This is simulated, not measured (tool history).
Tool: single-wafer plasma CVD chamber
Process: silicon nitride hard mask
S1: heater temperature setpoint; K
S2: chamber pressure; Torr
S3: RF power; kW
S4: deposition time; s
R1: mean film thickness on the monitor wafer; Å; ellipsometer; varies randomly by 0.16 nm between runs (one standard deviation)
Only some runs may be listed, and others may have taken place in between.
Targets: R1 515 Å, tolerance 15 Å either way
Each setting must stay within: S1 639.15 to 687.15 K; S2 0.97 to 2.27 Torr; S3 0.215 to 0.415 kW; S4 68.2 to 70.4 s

run 1 hour=0 | S1=663.15 S2=1.62 S3=0.315 S4=68.2 | R1=796.49
run 2 hour=7.2 | S1=668.15 S2=1.62 S3=0.315 S4=68.2 | R1=803.67
run 3 hour=10.2 | S1=663.15 S2=1.52 S3=0.3 S4=68.2 | R1=744.75
run 4 hour=14 | S1=662.15 S2=1.43 S3=0.285 S4=68.2 | R1=690.13
run 5 hour=22.2 | S1=656.15 S2=1.43 S3=0.285 S4=68.2 | R1=694.05
run 6 hour=26.4 | S1=656.15 S2=1.37 S3=0.275 S4=68.2 | R1=654.5
run 7 hour=34.3 | S1=656.15 S2=1.31 S3=0.27 S4=68.2 | R1=628.24
run 8 hour=36.9 | S1=656.15 S2=1.26 S3=0.265 S4=68.2 | R1=610.52
run 9 hour=39.3 | S1=656.15 S2=1.22 S3=0.26 S4=68.2 | R1=582.22
run 10 hour=40.4 | S1=656.15 S2=1.18 S3=0.26 S4=68.2 | R1=573.63
run 11 hour=42 | S1=656.15 S2=1.15 S3=0.26 S4=68.2 | R1=569.72
run 12 hour=45.6 | S1=656.15 S2=1.12 S3=0.26 S4=68.2 | R1=565.21
run 13 hour=53.5 | S1=656.15 S2=1.1 S3=0.26 S4=68.2 | R1=561.11
run 14 hour=60 | S1=656.15 S2=1.08 S3=0.26 S4=68.2 | R1=559.47
run 15 hour=66.3 | S1=656.15 S2=1.06 S3=0.26 S4=68.2 | R1=549.62
run 16 hour=74.9 | S1=656.15 S2=1.05 S3=0.26 S4=68.2 | R1=549.18
run 17 hour=80.5 | S1=656.15 S2=1.05 S3=0.26 S4=68.2 | R1=545.22
run 18 hour=84.2 | S1=656.15 S2=0.97 S3=0.235 S4=68.2 | R1=462.9
run 19 hour=90.5 | S1=655.15 S2=0.99 S3=0.235 S4=68.2 | R1=469.98
run 20 hour=99 | S1=655.15 S2=1.02 S3=0.235 S4=68.2 | R1=477.14
run 21 hour=105.8 | S1=655.15 S2=1.05 S3=0.235 S4=68.2 | R1=482.31
run 22 hour=110.6 | S1=654.15 S2=1.07 S3=0.235 S4=68.2 | R1=486.79
run 23 hour=116.5 | S1=654.15 S2=1.09 S3=0.235 S4=68.2 | R1=489.34
run 24 hour=124.4 | S1=654.15 S2=1.25 S3=0.25 S4=68.4 | R1=569.01
run 25 hour=130.1 | S1=656.15 S2=1.23 S3=0.25 S4=68.4 | R1=562.16

Which of these 5 next moves meets every target?
run A hour=135.8 | S1=656.15 S2=1.1 S3=0.24 S4=68.7 | R1=?
run B hour=135.8 | S1=655.15 S2=1.44 S3=0.215 S4=68.2 | R1=?
run C hour=135.8 | S1=659.15 S2=1.17 S3=0.225 S4=68.2 | R1=?
run D hour=135.8 | S1=659.15 S2=1.27 S3=0.215 S4=69.8 | R1=?
run E hour=135.8 | S1=662.15 S2=1.34 S3=0.265 S4=68.2 | R1=?

move=A R1=510.02
move=B R1=487.04
move=C R1=476.92
move=D R1=473.4
move=E R1=620.86
A: all results land within tolerance of their targets
B: takes the biggest miss from the last run beyond its target
C: takes the biggest miss from the last run beyond its target
D: takes the biggest miss from the last run beyond its target
E: further off than the last run
Answer: A

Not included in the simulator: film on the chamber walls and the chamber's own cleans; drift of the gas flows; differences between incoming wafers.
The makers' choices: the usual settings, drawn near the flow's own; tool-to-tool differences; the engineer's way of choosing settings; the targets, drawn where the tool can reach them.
